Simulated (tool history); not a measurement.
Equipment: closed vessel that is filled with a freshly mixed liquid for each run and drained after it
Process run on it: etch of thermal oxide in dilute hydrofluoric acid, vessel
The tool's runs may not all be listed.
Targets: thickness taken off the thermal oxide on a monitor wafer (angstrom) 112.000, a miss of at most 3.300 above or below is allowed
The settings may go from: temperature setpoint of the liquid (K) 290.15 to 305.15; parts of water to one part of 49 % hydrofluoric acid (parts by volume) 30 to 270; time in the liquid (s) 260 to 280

run  hour  temperature setpoint of the liquid (K)  parts of water to one part of 49 % hydrofluoric acid (parts by volume)  time in the liquid (s)  thickness taken off the thermal oxide on a monitor wafer (angstrom)
  1   0.0                                  297.15                                                                     150                     260                                                               81.239
  2   2.0                                  297.15                                                                     150                     280                                                               88.382
  3   6.1                                  294.15                                                                     150                     280                                                               78.393
  4  13.7                                  296.15                                                                     150                     280                                                               83.598
  5  20.8                                  297.65                                                                     150                     280                                                               89.940
  6  21.5                                  298.65                                                                     150                     280                                                               94.652
  7  26.8                                  299.65                                                                     150                     280                                                               95.543
  8  32.2                                  300.65                                                                     150                     280                                                               98.949
  9  37.6                                  301.65                                                                     150                     280                                                              103.240

Exercise: of the 5 proposed moves below, exactly one satisfies all targets within the stated allowed misses. Which move is it?
  A  43.0                                  301.15                                                                     155                     260                                                                    ?
  B  43.0                                  302.65                                                                     160                     260                                                                    ?
  C  43.0                                  302.15                                                                     155                     280                                                                    ?
  D  43.0                                  298.15                                                                     125                     275                                                                    ?
  E  43.0                                  301.65                                                                     160                     265                                                                    ?

move  thickness taken off the thermal oxide on a monitor wafer (angstrom)
   A                                                               92.113
   B                                                               93.621
   C                                                              102.870
   D                                                              111.990
   E                                                               92.044
A: lands further from the targets than the last run did
B: lands further from the targets than the last run did
C: neither nearer nor further off than the last run
D: meets every target
E: lands further from the targets than the last run did
The move that meets every target is D.
